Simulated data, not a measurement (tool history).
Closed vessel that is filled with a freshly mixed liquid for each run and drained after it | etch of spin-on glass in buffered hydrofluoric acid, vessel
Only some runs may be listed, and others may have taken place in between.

| run | hour | temperature setpoint of the liquid (°C) | parts of 40 % ammonium fluoride to one part of 49 % hydrofluoric acid (parts by volume) | time in the liquid (s) | thickness taken off the spin-on glass on a monitor wafer (Å) |
|---|---|---|---|---|---|
| 1 | 0.0 | 20.0 | 18.5 | 90 | 1970.8 |
| 2 | 4.0 | 21.5 | 18.5 | 90 | 2104.8 |
| 3 | 8.1 | 21.5 | 20.5 | 90 | 1946.4 |
| 4 | 14.7 | 21.5 | 25.0 | 90 | 1689.2 |
| 5 | 16.2 | 18.5 | 25.0 | 90 | 1428.4 |
| 6 | 18.5 | 18.5 | 25.0 | 90 | 1429.7 |

Estimate the outcome of run 7 from the log above:
| 7 | 21.7 | 18.0 | 25.0 | 90 | ? |

{"run 7": {"thickness taken off the spin-on glass on a monitor wafer (Å)": 1387.9}}

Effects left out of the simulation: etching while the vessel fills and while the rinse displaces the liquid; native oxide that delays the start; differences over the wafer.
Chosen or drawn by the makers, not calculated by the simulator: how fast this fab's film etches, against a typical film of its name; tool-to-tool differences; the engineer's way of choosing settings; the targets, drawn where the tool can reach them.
